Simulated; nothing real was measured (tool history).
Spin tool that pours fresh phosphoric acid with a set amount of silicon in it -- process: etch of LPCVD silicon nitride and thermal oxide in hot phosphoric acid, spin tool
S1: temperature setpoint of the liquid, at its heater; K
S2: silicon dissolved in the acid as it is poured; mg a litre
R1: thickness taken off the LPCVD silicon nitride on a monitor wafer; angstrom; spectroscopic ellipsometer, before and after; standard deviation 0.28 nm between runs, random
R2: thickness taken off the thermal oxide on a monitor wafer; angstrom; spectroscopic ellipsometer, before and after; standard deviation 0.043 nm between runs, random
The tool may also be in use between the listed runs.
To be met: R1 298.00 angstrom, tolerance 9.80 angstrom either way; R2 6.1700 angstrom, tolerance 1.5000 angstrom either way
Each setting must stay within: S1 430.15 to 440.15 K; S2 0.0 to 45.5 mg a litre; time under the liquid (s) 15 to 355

run 1 hour=0.0 | S1=435.15 S2=20.0 time_under_the_liquid_(s)=180 | R1=163.76 R2=3.7714
run 2 hour=4.9 | S1=436.15 S2=22.5 time_under_the_liquid_(s)=210 | R1=198.78 R2=3.8008
run 3 hour=12.1 | S1=437.15 S2=20.5 time_under_the_liquid_(s)=230 | R1=224.02 R2=4.7324
run 4 hour=16.9 | S1=435.65 S2=20.5 time_under_the_liquid_(s)=230 | R1=215.55 R2=3.6219
run 5 hour=19.7 | S1=436.65 S2=19.5 time_under_the_liquid_(s)=245 | R1=235.10 R2=5.1914
run 6 hour=26.8 | S1=437.65 S2=19.5 time_under_the_liquid_(s)=245 | R1=241.24 R2=5.6381
run 7 hour=30.4 | S1=438.15 S2=21.0 time_under_the_liquid_(s)=255 | R1=255.04 R2=6.3315
run 8 hour=35.1 | S1=438.15 S2=23.0 time_under_the_liquid_(s)=265 | R1=267.34 R2=5.4041
run 9 hour=37.3 | S1=438.15 S2=23.0 time_under_the_liquid_(s)=270 | R1=270.92 R2=4.8772
run 10 hour=40.8 | S1=438.15 S2=22.0 time_under_the_liquid_(s)=275 | R1=277.65 R2=5.9665
run 11 hour=46.5 | S1=438.15 S2=22.5 time_under_the_liquid_(s)=280 | R1=278.81 R2=6.7584

Below are 5 possible settings for the next run. Only one of them brings all results inside the allowed miss of their targets. Which is it?
run A hour=52.2 | S1=438.15 S2=23.0 time_under_the_liquid_(s)=295 | R1=? R2=?
run B hour=52.2 | S1=439.65 S2=3.5 time_under_the_liquid_(s)=280 | R1=? R2=?
run C hour=52.2 | S1=439.65 S2=0.5 time_under_the_liquid_(s)=255 | R1=? R2=?
run D hour=52.2 | S1=438.65 S2=0.0 time_under_the_liquid_(s)=260 | R1=? R2=?
run E hour=52.2 | S1=440.15 S2=1.5 time_under_the_liquid_(s)=275 | R1=? R2=?

move=A R1=294.47 R2=5.8721
move=B R1=293.55 R2=9.9954
move=C R1=267.34 R2=9.6332
move=D R1=263.82 R2=9.2228
move=E R1=293.04 R2=10.5710
A: all results in spec
B: puts the biggest miss on target and leaves a different result outside tolerance
C: misses by more than the last run did
D: misses by more than the last run did
E: puts the biggest miss on target and leaves a different result outside tolerance
A is the move that brings every result within its allowed miss.
